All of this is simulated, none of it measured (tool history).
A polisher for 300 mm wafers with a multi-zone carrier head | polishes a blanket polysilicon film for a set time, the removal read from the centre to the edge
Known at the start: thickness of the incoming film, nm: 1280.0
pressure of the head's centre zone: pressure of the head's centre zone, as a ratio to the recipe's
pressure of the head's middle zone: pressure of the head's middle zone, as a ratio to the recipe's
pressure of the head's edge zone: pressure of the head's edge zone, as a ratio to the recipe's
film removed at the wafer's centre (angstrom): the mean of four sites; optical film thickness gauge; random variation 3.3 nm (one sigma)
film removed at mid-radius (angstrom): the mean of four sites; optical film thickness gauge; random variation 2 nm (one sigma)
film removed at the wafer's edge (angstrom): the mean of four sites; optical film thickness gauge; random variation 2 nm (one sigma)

run  hour  flow of slurry (ml/min)  pressure of the head's centre zone  pressure of the head's middle zone  pressure of the head's edge zone  polishing time (s)  film removed at the wafer's centre (angstrom)  film removed at mid-radius (angstrom)  film removed at the wafer's edge (angstrom)
  1   0.0                      305                                1.00                                1.00                              1.00                  51                                         3384.4                                 3487.8                                       3377.6
  2   8.4                      305                                1.04                                1.00                              1.00                  51                                         3518.0                                 3428.4                                       3383.2
  3  15.6                      300                                1.03                                0.97                              0.98                  49                                         3418.6                                 3244.3                                       3218.0
  4  19.1                      300                                1.03                                0.97                              0.94                  49                                         3344.8                                 3299.1                                       3135.3
  5  19.9                      295                                1.02                                0.95                              0.94                  47                                         3103.5                                 3058.4                                       3011.3
  6  24.9                      295                                1.08                                0.95                              0.94                  47                                         3378.6                                 3116.5                                       3013.6
  7  31.0                      290                                1.07                                0.93                              0.93                  46                                         3207.6                                 2935.6                                       2954.6
  8  34.8                      295                                1.05                                0.88                              0.85                  37                                         2630.9                                 2283.9                                       2269.8
  9  40.5                      295                                1.05                                0.88                              0.87                  37                                         2596.8                                 2216.9                                       2294.4
 10  45.4                      295                                1.05                                0.88                              0.87                  37                                         2603.9                                 2246.8                                       2304.6
 11  52.3                      295                                1.05                                0.89                              0.89                  37                                         2547.8                                 2297.7                                       2330.2
 12  55.8                      295                                1.06                                0.89                              0.90                  37                                         2539.8                                 2269.5                                       2341.0

Run 13 comes next. What will it give?
 13  62.1                      295                                1.06                                0.89                              0.90                  37                                              ?                                      ?                                            ?

film removed at the wafer's centre (angstrom): 2628.6
film removed at mid-radius (angstrom): 2290.6
film removed at the wafer's edge (angstrom): 2319.8

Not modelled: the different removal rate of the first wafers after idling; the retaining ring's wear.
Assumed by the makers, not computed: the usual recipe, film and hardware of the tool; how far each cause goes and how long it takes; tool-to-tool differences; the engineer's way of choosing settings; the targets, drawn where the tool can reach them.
